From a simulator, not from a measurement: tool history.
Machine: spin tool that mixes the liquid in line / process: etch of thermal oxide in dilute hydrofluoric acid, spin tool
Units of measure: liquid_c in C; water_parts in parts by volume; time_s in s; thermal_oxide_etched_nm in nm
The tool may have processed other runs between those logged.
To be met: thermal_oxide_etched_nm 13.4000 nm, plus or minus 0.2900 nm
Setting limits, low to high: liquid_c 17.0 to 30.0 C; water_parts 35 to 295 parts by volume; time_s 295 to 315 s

| run | hour | liquid_c | water_parts | time_s | thermal_oxide_etched_nm |
|---|---|---|---|---|---|
| 1 | 0.0 | 22.0 | 165 | 295 | 7.7186 |
| 2 | 7.3 | 22.0 | 165 | 315 | 8.2905 |
| 3 | 11.6 | 24.0 | 160 | 315 | 9.3214 |
| 4 | 20.2 | 25.5 | 155 | 315 | 10.3150 |
| 5 | 28.6 | 26.5 | 150 | 315 | 11.0290 |
| 6 | 31.1 | 26.5 | 95 | 315 | 18.5230 |
| 7 | 37.6 | 24.0 | 95 | 315 | 16.8560 |
| 8 | 43.6 | 22.0 | 95 | 315 | 15.7950 |
| 9 | 51.5 | 20.5 | 95 | 315 | 14.5810 |
| 10 | 52.4 | 20.0 | 95 | 315 | 14.2500 |
| 11 | 53.9 | 19.5 | 95 | 315 | 14.1820 |
| 12 | 62.7 | 19.0 | 95 | 315 | 13.7450 |

Below are 4 possible settings for the next run. Only one of them brings all results inside the allowed miss of their targets. Which is it?
| A | 71.5 | 18.0 | 90 | 315 | ? |
| B | 71.5 | 19.5 | 90 | 295 | ? |
| C | 71.5 | 20.0 | 95 | 295 | ? |
| D | 71.5 | 17.5 | 80 | 295 | ? |

| move | thermal_oxide_etched_nm |
|---|---|
| A | 14.0810 |
| B | 14.0400 |
| C | 13.5030 |
| D | 14.6830 |
A: the biggest miss grows against the last run
B: the biggest miss grows against the last run
C: each result inside its tolerance
D: the biggest miss grows against the last run
Go with C: it meets all targets.

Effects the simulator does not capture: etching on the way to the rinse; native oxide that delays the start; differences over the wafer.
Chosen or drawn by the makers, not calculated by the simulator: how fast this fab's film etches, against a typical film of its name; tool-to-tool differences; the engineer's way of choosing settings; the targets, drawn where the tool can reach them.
